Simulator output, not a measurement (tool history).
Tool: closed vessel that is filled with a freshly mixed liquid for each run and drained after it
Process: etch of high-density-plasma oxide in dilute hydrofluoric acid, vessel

run	hour	temperature setpoint of the liquid (C)	parts of water to one part of 49 % hydrofluoric acid (parts by volume)	time in the liquid (s)	thickness taken off the high-density-plasma oxide on a monitor wafer (nm)
1	0.0	20.0	90	1190	60.498
2	9.1	19.5	95	1190	54.714
3	14.4	17.0	95	1190	49.838
4	15.7	17.0	120	1190	37.748
5	21.5	17.0	95	1190	49.082
6	27.9	19.0	95	1190	54.127

Run 7 is up next; what results do you expect?
7	35.4	18.5	95	1190	?

{"run 7": {"thickness taken off the high-density-plasma oxide on a monitor wafer (nm)": 52.28}}

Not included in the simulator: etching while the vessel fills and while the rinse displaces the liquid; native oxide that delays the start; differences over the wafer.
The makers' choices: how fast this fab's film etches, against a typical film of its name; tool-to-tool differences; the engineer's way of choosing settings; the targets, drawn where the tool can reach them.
